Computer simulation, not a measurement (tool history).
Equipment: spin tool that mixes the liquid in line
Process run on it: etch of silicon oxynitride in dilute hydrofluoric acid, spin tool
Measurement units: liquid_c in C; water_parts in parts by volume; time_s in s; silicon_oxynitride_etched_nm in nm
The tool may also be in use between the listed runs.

| run | day | liquid_c | water_parts | time_s | silicon_oxynitride_etched_nm |
|---|---|---|---|---|---|
| 1 | 0 | 23 | 285 | 315 | 4.4608 |
| 2 | 0.288 | 23 | 285 | 315 | 4.4878 |
| 3 | 0.433 | 23 | 285 | 315 | 4.5137 |
| 4 | 0.767 | 23 | 205 | 315 | 6.5707 |
| 5 | 1.046 | 22 | 225 | 315 | 5.6731 |
| 6 | 1.075 | 22 | 225 | 335 | 5.9918 |
| 7 | 1.146 | 21.5 | 240 | 335 | 5.484 |

Forecast run 8:
| 8 | 1.342 | 21 | 255 | 335 | ? |

{"run 8": {"silicon_oxynitride_etched_nm": 4.981}}

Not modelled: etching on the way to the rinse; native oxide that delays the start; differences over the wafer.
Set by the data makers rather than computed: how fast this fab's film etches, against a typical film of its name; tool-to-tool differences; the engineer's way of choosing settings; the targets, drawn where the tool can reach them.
